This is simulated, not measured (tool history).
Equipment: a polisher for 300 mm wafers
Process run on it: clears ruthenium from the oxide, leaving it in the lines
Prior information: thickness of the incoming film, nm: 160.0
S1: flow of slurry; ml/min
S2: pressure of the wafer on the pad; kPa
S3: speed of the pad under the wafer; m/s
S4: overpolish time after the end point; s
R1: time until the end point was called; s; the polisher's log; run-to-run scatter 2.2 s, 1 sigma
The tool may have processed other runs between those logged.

run  hour   S1    S2    S3  S4      R1
  1   0.0  130  17.9  1.08  20  127.48
  2   1.6  130  17.2  1.08  20  130.20
  3   4.3  130  17.2  1.08  20  134.04
  4   8.7  130  17.2  1.08  22  132.52
  5   9.8  130  17.2  1.08  20  133.20
  6  10.6  160  17.2  1.08  20  126.48
  7  18.8  160  16.5  1.08  20  132.61
  8  20.1  160  15.9  1.08  20  137.76
  9  25.0  160  15.2  1.08  20  142.81
 10  33.4  160  14.5  1.08  20  147.97
 11  36.4  160  13.8  1.08  20  153.81
 12  38.6  160  13.1  1.08  20  160.18

Run 13 is up next; what results do you expect?
 13  43.2  150  11.7  1.08  20   ?

{"run 13": {"R1": 182.85}}

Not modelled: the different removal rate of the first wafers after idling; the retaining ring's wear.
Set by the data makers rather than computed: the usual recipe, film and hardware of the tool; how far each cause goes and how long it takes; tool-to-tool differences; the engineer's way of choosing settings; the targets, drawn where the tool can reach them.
